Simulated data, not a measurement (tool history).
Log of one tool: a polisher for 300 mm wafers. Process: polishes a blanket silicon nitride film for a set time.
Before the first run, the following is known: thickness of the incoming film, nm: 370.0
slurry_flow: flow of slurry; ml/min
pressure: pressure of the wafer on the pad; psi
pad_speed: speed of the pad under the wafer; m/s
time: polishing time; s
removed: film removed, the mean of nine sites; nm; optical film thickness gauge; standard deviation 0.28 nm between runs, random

run,hour,slurry_flow,pressure,pad_speed,time,removed
1,0,310,2.8,1.22,27,46.458
2,4.7,310,2.8,1.22,27,46.626
3,13.4,310,2.8,1.22,27,45.492
4,22,250,2.8,1.22,27,45.299
5,26.5,250,2.8,1.22,23,38.091
6,32.3,250,3.3,1.22,23,44.434
7,39.9,245,3,1.2,23,39.953
8,43.3,240,2.7,1.2,23,36.503

Expected results for the next run?
9,51.3,235,2.5,1.2,23,?

removed: 34.578 nm
